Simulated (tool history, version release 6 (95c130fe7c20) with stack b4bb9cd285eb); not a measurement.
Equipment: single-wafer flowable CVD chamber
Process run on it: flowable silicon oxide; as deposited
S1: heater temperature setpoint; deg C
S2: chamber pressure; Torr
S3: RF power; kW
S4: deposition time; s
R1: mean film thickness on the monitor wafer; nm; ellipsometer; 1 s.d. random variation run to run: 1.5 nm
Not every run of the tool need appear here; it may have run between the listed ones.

run	hour	S1	S2	S3	S4	R1
1	0.0	105	1.11	1.815	880	668.64
2	6.8	109	1.11	1.815	880	595.25
3	9.8	109	1.11	1.815	907	609.86
4	12.7	113	1.11	1.815	907	546.82
5	13.5	113	1.11	1.815	907	542.70
6	20.7	116	1.11	1.815	907	498.59
7	26.5	118	1.11	1.815	907	473.65

For run 8, what comes out?
8	34.7	120	1.11	1.815	907	?

{"run 8": {"R1": 443.99}}
